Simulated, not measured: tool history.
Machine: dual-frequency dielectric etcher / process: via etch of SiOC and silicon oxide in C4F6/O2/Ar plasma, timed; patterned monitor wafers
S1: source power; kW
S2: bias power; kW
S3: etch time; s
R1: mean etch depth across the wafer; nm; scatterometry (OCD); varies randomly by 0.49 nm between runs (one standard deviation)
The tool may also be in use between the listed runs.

run  hour    S1     S2  S3      R1
  1     0  0.26  0.135  85  74.459
  2   7.1  0.28  0.135  85  76.812
  3  12.7  0.29  0.137  85   78.85
  4  14.6   0.3  0.138  85  80.281
  5  23.4  0.26  0.138  85  74.829
  6  27.4  0.28  0.138  85  78.081
  7  35.1  0.29  0.139  85  78.846
  8    36   0.3   0.14  85  80.452
  9  44.7  0.31  0.141  85  81.713

Run 10 has not been measured yet. What should we expect?
 10  52.9  0.32  0.142  85   ?

Run 10 yielded R1 83.242 nm.
